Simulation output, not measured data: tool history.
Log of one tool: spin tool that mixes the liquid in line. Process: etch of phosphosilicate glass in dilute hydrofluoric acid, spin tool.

| run | hour | temperature setpoint of the liquid (C) | parts of water to one part of 49 % hydrofluoric acid (parts by volume) | time under the liquid (s) | thickness taken off the phosphosilicate glass on a monitor wafer (Å) |
|---|---|---|---|---|---|
| 1 | 0 | 22 | 290 | 15 | 22.326 |
| 2 | 8.1 | 21 | 300 | 15 | 20.636 |
| 3 | 8.8 | 20 | 305 | 15 | 19.423 |
| 4 | 16.2 | 20 | 225 | 15 | 28.149 |
| 5 | 20.3 | 20 | 320 | 15 | 18.251 |
| 6 | 24.7 | 19.5 | 320 | 15 | 17.871 |

The next listed run, before its measurement:
| 7 | 31.1 | 19 | 320 | 15 | ? |

thickness taken off the phosphosilicate glass on a monitor wafer (Å): 17.556
